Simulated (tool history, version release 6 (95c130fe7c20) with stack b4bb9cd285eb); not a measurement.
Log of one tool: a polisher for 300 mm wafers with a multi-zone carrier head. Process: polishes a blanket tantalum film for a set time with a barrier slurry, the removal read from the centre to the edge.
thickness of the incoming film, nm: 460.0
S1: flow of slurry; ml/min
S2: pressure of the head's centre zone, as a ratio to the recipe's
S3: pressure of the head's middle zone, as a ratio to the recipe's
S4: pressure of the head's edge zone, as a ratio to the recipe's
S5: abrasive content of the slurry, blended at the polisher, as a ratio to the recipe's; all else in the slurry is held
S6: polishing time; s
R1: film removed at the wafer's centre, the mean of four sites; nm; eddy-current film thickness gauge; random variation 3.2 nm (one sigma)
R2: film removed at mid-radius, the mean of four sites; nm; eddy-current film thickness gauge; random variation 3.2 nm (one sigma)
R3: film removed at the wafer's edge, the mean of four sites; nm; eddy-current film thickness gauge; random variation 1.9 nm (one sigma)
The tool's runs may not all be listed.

{"run": 1, "day": 0.0, "S1": 200, "S2": 1.0, "S3": 1.0, "S4": 1.0, "S5": 1.0, "S6": 90, "R1": 180.3, "R2": 186.01, "R3": 176.37}
{"run": 2, "day": 0.208, "S1": 200, "S2": 1.0, "S3": 1.0, "S4": 0.94, "S5": 1.0, "S6": 90, "R1": 182.83, "R2": 178.41, "R3": 172.44}
{"run": 3, "day": 0.504, "S1": 200, "S2": 0.99, "S3": 0.98, "S4": 0.97, "S5": 1.05, "S6": 92, "R1": 186.21, "R2": 186.24, "R3": 180.48}
{"run": 4, "day": 0.688, "S1": 200, "S2": 0.99, "S3": 0.98, "S4": 0.97, "S5": 0.95, "S6": 92, "R1": 177.87, "R2": 180.05, "R3": 176.95}
{"run": 5, "day": 0.742, "S1": 200, "S2": 0.99, "S3": 0.98, "S4": 1.02, "S5": 0.95, "S6": 92, "R1": 182.34, "R2": 180.88, "R3": 180.92}
{"run": 6, "day": 0.804, "S1": 200, "S2": 0.97, "S3": 0.97, "S4": 1.04, "S5": 1.0, "S6": 94, "R1": 186.02, "R2": 188.22, "R3": 187.35}
{"run": 7, "day": 1.158, "S1": 195, "S2": 0.95, "S3": 0.96, "S4": 1.06, "S5": 1.05, "S6": 97, "R1": 186.39, "R2": 195.27, "R3": 197.61}
{"run": 8, "day": 1.371, "S1": 195, "S2": 0.94, "S3": 0.95, "S4": 1.08, "S5": 1.1, "S6": 98, "R1": 189.85, "R2": 191.97, "R3": 198.83}
{"run": 9, "day": 1.742, "S1": 195, "S2": 0.92, "S3": 0.95, "S4": 1.09, "S5": 1.15, "S6": 101, "R1": 195.52, "R2": 196.19, "R3": 209.38}
{"run": 10, "day": 1.792, "S1": 230, "S2": 0.84, "S3": 1.05, "S4": 1.19, "S5": 1.4, "S6": 106, "R1": 199.66, "R2": 237.21, "R3": 240.57}
{"run": 11, "day": 1.825, "S1": 230, "S2": 0.84, "S3": 1.04, "S4": 1.19, "S5": 1.4, "S6": 106, "R1": 200.05, "R2": 237.3, "R3": 246.34}
{"run": 12, "day": 1.929, "S1": 235, "S2": 0.85, "S3": 1.03, "S4": 1.19, "S5": 1.4, "S6": 106, "R1": 202.28, "R2": 236.03, "R3": 242.22}

The next listed run, before its measurement:
{"run": 13, "day": 2.192, "S1": 235, "S2": 0.85, "S3": 1.02, "S4": 1.19, "S5": 1.4, "S6": 107, "R1": "?", "R2": "?", "R3": "?"}

Run 13 gave R1 208.65 nm, R2 240.17 nm, R3 245.88 nm.

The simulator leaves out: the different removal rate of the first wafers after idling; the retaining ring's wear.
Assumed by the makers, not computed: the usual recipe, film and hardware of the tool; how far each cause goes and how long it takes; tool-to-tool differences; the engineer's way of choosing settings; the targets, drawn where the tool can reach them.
